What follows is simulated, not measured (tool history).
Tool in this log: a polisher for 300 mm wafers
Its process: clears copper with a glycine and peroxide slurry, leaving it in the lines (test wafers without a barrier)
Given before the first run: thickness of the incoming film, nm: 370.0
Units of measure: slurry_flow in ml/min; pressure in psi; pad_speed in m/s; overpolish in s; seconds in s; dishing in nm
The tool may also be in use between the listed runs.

{"run": 1, "hour": 0.0, "slurry_flow": 165, "pressure": 1.8, "pad_speed": 1.02, "overpolish": 26, "seconds": 103.69, "dishing": 61.856}
{"run": 2, "hour": 4.3, "slurry_flow": 125, "pressure": 1.8, "pad_speed": 1.02, "overpolish": 26, "seconds": 109.08, "dishing": 58.7}
{"run": 3, "hour": 10.1, "slurry_flow": 120, "pressure": 1.6, "pad_speed": 1.08, "overpolish": 22, "seconds": 113.2, "dishing": 50.311}
{"run": 4, "hour": 10.9, "slurry_flow": 120, "pressure": 2, "pad_speed": 1.08, "overpolish": 22, "seconds": 96.379, "dishing": 56.195}
{"run": 5, "hour": 11.9, "slurry_flow": 115, "pressure": 1.8, "pad_speed": 1.12, "overpolish": 19, "seconds": 101.59, "dishing": 47.161}
{"run": 6, "hour": 13.5, "slurry_flow": 110, "pressure": 1.6, "pad_speed": 1.18, "overpolish": 17, "seconds": 109.87, "dishing": 41.499}

Estimate the outcome of run 7 from the log above:
{"run": 7, "hour": 22.2, "slurry_flow": 110, "pressure": 1.4, "pad_speed": 1.26, "overpolish": 15, "seconds": "?", "dishing": "?"}

{"run 7": {"seconds": 116.75, "dishing": 34.925}}
